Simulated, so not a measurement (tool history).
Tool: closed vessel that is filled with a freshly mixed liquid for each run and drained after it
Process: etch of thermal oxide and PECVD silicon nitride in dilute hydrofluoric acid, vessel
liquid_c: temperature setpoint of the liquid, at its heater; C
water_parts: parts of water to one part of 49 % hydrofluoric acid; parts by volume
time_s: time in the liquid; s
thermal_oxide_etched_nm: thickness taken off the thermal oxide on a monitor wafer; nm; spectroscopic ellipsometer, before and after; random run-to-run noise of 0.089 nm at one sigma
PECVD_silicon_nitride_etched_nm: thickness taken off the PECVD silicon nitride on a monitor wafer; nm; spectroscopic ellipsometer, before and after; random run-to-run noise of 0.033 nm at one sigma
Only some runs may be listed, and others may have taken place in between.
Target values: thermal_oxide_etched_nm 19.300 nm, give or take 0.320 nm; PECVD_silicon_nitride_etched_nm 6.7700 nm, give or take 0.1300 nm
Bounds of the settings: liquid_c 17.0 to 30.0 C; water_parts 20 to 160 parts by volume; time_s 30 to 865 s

| run | day | liquid_c | water_parts | time_s | thermal_oxide_etched_nm | PECVD_silicon_nitride_etched_nm |
|---|---|---|---|---|---|---|
| 1 | 0.000 | 22.0 | 90 | 440 | 21.163 | 6.4697 |
| 2 | 0.092 | 23.0 | 100 | 445 | 19.843 | 6.2996 |
| 3 | 0.454 | 23.0 | 100 | 555 | 24.853 | 7.8614 |
| 4 | 0.608 | 21.0 | 100 | 555 | 22.754 | 6.9070 |
| 5 | 0.675 | 21.0 | 125 | 555 | 17.680 | 5.4863 |
| 6 | 0.862 | 19.0 | 125 | 555 | 16.332 | 4.8510 |
| 7 | 1.171 | 19.0 | 125 | 555 | 16.286 | 4.8193 |
| 8 | 1.246 | 21.0 | 130 | 560 | 17.038 | 5.3460 |

Which one of the following 5 next-run settings gets every result inside its allowed miss? There is exactly one.
| A | 1.321 | 24.0 | 85 | 360 | ? | ? |
| B | 1.321 | 23.0 | 130 | 590 | ? | ? |
| C | 1.321 | 25.5 | 120 | 485 | ? | ? |
| D | 1.321 | 21.5 | 125 | 620 | ? | ? |
| E | 1.321 | 24.0 | 125 | 555 | ? | ? |

| move | thermal_oxide_etched_nm | PECVD_silicon_nitride_etched_nm |
|---|---|---|
| A | 19.723 | 6.4303 |
| B | 19.246 | 6.4894 |
| C | 19.112 | 6.7940 |
| D | 19.936 | 6.4184 |
| E | 19.692 | 6.7742 |
A: closes in on the targets versus the last run, not all within tolerance yet
B: closes in on the targets versus the last run, not all within tolerance yet
C: in spec on every target
D: closes in on the targets versus the last run, not all within tolerance yet
E: the worst result of the last run now meets its target, but another is out of spec
The right move is C.
